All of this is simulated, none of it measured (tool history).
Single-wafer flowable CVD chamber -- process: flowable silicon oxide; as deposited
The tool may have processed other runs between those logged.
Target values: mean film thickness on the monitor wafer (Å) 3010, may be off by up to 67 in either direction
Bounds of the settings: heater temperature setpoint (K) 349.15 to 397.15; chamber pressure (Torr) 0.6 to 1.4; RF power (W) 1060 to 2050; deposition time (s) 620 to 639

| run | hour | heater temperature setpoint (K) | chamber pressure (Torr) | RF power (W) | deposition time (s) | mean film thickness on the monitor wafer (Å) |
|---|---|---|---|---|---|---|
| 1 | 0 | 373.15 | 1 | 1555 | 620 | 5157.8 |
| 2 | 1.2 | 373.15 | 1 | 1400 | 620 | 5001.2 |
| 3 | 5 | 373.15 | 1 | 1400 | 620 | 5013.6 |
| 4 | 6.1 | 366.15 | 1 | 1400 | 620 | 6545.3 |
| 5 | 9 | 366.15 | 1 | 1220 | 620 | 6291 |
| 6 | 11.9 | 372.15 | 1 | 1220 | 620 | 5016 |
| 7 | 15.6 | 376.15 | 1 | 1220 | 620 | 4299.4 |
| 8 | 21.9 | 388.15 | 1 | 1220 | 620 | 2765.1 |
| 9 | 26 | 387.15 | 1 | 1220 | 620 | 2866.4 |

Exactly one of the 4 candidate moves below puts every result within its allowed miss. Which one?
| A | 30.1 | 389.15 | 1.03 | 1225 | 620 | ? |
| B | 30.1 | 383.15 | 0.88 | 1405 | 639 | ? |
| C | 30.1 | 385.15 | 0.98 | 1090 | 639 | ? |
| D | 30.1 | 389.15 | 1.04 | 1290 | 620 | ? |

| move | mean film thickness on the monitor wafer (Å) |
|---|---|
| A | 2749.5 |
| B | 3124 |
| C | 2994.5 |
| D | 2814.7 |
A: further off than the last run
B: takes the result that was furthest off past its target
C: hits every target within its allowed miss
D: further off than the last run
The right move is C.

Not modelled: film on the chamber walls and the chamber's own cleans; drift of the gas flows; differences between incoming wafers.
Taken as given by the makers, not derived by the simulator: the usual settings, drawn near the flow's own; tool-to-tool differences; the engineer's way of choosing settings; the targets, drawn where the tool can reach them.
